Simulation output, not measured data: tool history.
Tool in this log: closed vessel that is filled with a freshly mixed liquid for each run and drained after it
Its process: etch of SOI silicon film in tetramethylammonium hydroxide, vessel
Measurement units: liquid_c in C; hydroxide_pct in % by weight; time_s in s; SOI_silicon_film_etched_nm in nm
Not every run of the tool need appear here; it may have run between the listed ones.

run	hour	liquid_c	hydroxide_pct	time_s	SOI_silicon_film_etched_nm
1	0	72	10	30	255.6
2	8.7	74.5	10	30	289.35
3	14	71	10	30	238.3
4	18.1	69	10	30	217.62
5	25	67.5	10	30	196.01
6	27.8	71	10	30	245.7
7	30.4	71	10	30	240.77

For run 8, what comes out?
8	31.3	69	10	30	?

{"run 8": {"SOI_silicon_film_etched_nm": 216.31}}

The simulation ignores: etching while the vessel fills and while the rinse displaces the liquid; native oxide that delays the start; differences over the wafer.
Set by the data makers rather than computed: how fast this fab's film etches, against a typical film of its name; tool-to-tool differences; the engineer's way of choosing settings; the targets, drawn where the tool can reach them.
